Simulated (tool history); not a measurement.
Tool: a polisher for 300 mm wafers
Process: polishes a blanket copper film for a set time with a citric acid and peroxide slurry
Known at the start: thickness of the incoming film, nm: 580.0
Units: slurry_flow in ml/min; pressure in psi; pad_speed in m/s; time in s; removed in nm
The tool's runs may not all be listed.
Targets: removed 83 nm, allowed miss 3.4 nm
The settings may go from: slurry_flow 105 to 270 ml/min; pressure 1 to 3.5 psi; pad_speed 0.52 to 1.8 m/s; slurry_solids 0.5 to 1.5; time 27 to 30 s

run,hour,slurry_flow,pressure,pad_speed,slurry_solids,time,removed
1,0,175,2.2,1.16,1,30,51.849
2,7,175,2.2,1.38,1,30,58.565
3,8.9,175,2.2,1.38,0.8,30,57.089
4,11.2,175,2.3,1.38,0.8,30,60.761
5,15.4,175,2.3,1.38,0.8,27,53.645
6,16.5,175,2.4,1.38,0.8,27,56.4
7,18.5,175,2.5,1.38,0.8,27,59.105
8,22.4,175,2.6,1.38,0.8,27,61.277
9,26.3,175,2.7,1.38,0.8,27,63.36
10,30.8,175,2.8,1.38,0.8,27,63.973

Which of these 4 next moves meets every target?
A,35.3,155,3.3,1.52,1,28,?
B,35.3,245,3.2,1.2,0.75,30,?
C,35.3,175,3.5,1.54,0.75,28,?
D,35.3,105,3.5,1.6,0.7,27,?

move,removed
A,89.61
B,76.56
C,92.582
D,83.978
A: takes the result that was furthest off past its target
B: nearer than the last run, and not there yet
C: takes the result that was furthest off past its target
D: meets every target
The right move is D.
